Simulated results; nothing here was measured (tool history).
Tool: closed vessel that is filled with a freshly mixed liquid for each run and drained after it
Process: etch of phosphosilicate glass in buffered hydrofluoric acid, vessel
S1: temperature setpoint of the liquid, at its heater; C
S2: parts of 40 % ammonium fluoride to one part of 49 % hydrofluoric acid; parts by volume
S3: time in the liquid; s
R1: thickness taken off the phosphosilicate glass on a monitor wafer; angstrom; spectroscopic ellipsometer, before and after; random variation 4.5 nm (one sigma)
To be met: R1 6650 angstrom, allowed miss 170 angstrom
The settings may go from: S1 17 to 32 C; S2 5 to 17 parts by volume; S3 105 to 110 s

| run | hour | S1 | S2 | S3 | R1 |
|---|---|---|---|---|---|
| 1 | 0 | 24 | 10.5 | 105 | 8644.7 |
| 2 | 1.9 | 24 | 10.5 | 105 | 8686.1 |
| 3 | 4 | 23 | 10.5 | 105 | 8128.2 |
| 4 | 10.9 | 23 | 8.5 | 105 | 9930.8 |
| 5 | 18.5 | 21.5 | 8.5 | 105 | 9024.1 |
| 6 | 22.3 | 20.5 | 8.5 | 105 | 8628.9 |
| 7 | 27.4 | 20 | 8.5 | 105 | 8248.8 |
| 8 | 33.6 | 19.5 | 8.5 | 105 | 8137.5 |
| 9 | 40 | 19 | 8.5 | 105 | 7881.7 |
| 10 | 41 | 18.5 | 8.5 | 105 | 7549.1 |
| 11 | 45.8 | 18 | 8.5 | 105 | 7499 |

Which of these 4 next moves meets every target?
| A | 50.6 | 19 | 10 | 105 | ? |
| B | 50.6 | 17.5 | 8.5 | 105 | ? |
| C | 50.6 | 21.5 | 9.5 | 110 | ? |
| D | 50.6 | 17 | 7.5 | 105 | ? |

| move | R1 |
|---|---|
| A | 6750.6 |
| B | 7247.6 |
| C | 8423.8 |
| D | 8065 |
A: meets every target
B: nearer than the last run, and not there yet
C: further off than the last run
D: further off than the last run
Move A is the one to make.
